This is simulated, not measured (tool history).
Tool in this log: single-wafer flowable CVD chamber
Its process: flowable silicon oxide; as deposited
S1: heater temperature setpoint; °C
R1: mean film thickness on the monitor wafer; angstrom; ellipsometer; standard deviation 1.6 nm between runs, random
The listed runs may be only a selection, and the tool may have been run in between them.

{"run": 1, "hour": 0.0, "S1": 90, "chamber pressure (mTorr)": 679, "RF power (W)": 2175, "deposition time (s)": 1037, "R1": 6947.3}
{"run": 2, "hour": 3.3, "S1": 94, "chamber pressure (mTorr)": 678, "RF power (W)": 2175, "deposition time (s)": 1037, "R1": 5929.6}
{"run": 3, "hour": 10.9, "S1": 105, "chamber pressure (mTorr)": 678, "RF power (W)": 2175, "deposition time (s)": 1037, "R1": 3928.4}
{"run": 4, "hour": 17.0, "S1": 105, "chamber pressure (mTorr)": 678, "RF power (W)": 2175, "deposition time (s)": 1037, "R1": 3930.7}
{"run": 5, "hour": 24.3, "S1": 104, "chamber pressure (mTorr)": 678, "RF power (W)": 2175, "deposition time (s)": 1037, "R1": 4073.9}
{"run": 6, "hour": 30.0, "S1": 104, "chamber pressure (mTorr)": 678, "RF power (W)": 2175, "deposition time (s)": 1037, "R1": 4076.5}

For run 7, what comes out?
{"run": 7, "hour": 34.9, "S1": 99, "chamber pressure (mTorr)": 679, "RF power (W)": 2175, "deposition time (s)": 1037, "R1": "?"}

R1: 4918.2 angstrom
